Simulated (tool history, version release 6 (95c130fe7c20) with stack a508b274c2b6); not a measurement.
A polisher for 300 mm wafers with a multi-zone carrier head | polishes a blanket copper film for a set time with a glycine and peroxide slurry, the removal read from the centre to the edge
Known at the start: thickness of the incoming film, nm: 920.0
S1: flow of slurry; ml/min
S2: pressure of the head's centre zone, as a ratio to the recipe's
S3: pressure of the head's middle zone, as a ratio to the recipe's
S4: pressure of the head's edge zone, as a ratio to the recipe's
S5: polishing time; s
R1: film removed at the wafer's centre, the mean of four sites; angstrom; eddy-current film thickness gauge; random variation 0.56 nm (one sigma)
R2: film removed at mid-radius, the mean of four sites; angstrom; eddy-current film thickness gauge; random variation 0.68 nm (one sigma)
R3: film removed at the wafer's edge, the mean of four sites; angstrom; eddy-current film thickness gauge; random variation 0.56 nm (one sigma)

| run | hour | S1 | S2 | S3 | S4 | S5 | R1 | R2 | R3 |
|---|---|---|---|---|---|---|---|---|---|
| 1 | 0.0 | 175 | 1.00 | 1.00 | 1.00 | 32 | 901.11 | 929.58 | 896.42 |
| 2 | 1.3 | 175 | 1.00 | 1.06 | 1.00 | 32 | 916.56 | 986.38 | 909.15 |
| 3 | 8.1 | 175 | 1.06 | 1.06 | 1.00 | 32 | 967.88 | 994.68 | 901.70 |
| 4 | 15.6 | 175 | 1.06 | 1.06 | 1.00 | 35 | 1043.30 | 1086.40 | 985.38 |
| 5 | 22.5 | 170 | 1.03 | 1.04 | 0.98 | 33 | 949.94 | 1018.50 | 906.47 |
| 6 | 30.4 | 165 | 1.01 | 1.01 | 0.97 | 32 | 901.31 | 937.47 | 881.02 |
| 7 | 38.7 | 160 | 0.99 | 1.00 | 0.95 | 31 | 866.01 | 890.24 | 861.84 |

Forecast run 8:
| 8 | 43.0 | 160 | 0.90 | 1.03 | 0.94 | 22 | ? | ? | ? |

{"run 8": {"R1": 552.14, "R2": 671.49, "R3": 601.66}}
